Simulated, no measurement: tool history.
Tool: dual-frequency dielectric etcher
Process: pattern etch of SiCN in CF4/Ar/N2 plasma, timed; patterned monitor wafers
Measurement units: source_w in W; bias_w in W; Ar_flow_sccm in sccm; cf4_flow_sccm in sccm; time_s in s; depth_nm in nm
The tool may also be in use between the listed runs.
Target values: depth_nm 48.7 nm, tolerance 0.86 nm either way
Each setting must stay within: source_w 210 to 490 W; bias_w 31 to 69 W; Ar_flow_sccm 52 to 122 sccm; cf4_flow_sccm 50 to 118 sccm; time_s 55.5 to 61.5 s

run,hour,source_w,bias_w,Ar_flow_sccm,cf4_flow_sccm,time_s,depth_nm
1,0,350,50,87,84,61.5,42.844
2,2.6,360,50,87,84,61.5,43.836
3,6.2,360,50,96,84,61.5,43.531
4,15.1,310,50,96,84,61.5,38.816
5,21.5,310,50,96,69,61.5,37.923
6,27.6,310,50,96,59,61.5,36.992
7,35.7,330,50,96,59,61.5,38.597
8,39.8,350,50,96,59,61.5,40.409
9,44.9,360,50,96,59,61.5,40.934
10,48.1,370,50,96,59,61.5,41.797
11,52.5,380,50,96,59,61.5,42.599
12,60.7,380,50,96,59,61.5,42.917
13,69.1,380,50,96,59,61.5,42.661
14,70.4,390,50,96,59,61.5,43.276
15,76.4,400,50,96,59,61.5,44.483
16,78.9,410,50,96,59,61.5,45.219
17,81,420,50,96,59,61.5,45.938
18,83.9,430,50,96,59,61.5,46.604
19,92.4,440,50,96,59,61.5,47.424

Consider the 4 candidate settings below. Which is the only one whose results all fall within their allowed miss of target?
A,100.9,470,55,85,66,56.5,?
B,100.9,470,50,91,50,58,?
C,100.9,480,46,105,51,60.5,?
D,100.9,440,54,108,54,61.5,?

move,depth_nm
A,48.898
B,46.228
C,46.739
D,47.079
A: every result within its allowed miss
B: further off than the last run
C: further off than the last run
D: further off than the last run
The move that meets every target is A.
